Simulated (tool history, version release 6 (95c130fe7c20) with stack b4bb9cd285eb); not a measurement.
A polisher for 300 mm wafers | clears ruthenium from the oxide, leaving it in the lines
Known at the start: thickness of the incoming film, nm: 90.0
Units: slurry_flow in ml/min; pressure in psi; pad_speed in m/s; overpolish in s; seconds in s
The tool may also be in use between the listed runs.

run	hour	slurry_flow	pressure	pad_speed	overpolish	seconds
1	0.0	285	1.9	1.10	42	73.671
2	3.7	285	2.0	1.10	42	73.410
3	4.3	285	2.0	1.10	42	73.261
4	6.8	285	2.0	0.96	42	82.496
5	8.4	285	2.2	0.98	42	76.176
6	17.4	285	2.3	1.02	42	70.063
7	25.2	285	2.4	1.04	42	67.671

Forecast run 8:
8	31.2	285	2.5	1.06	42	?

{"run 8": {"seconds": 62.738}}
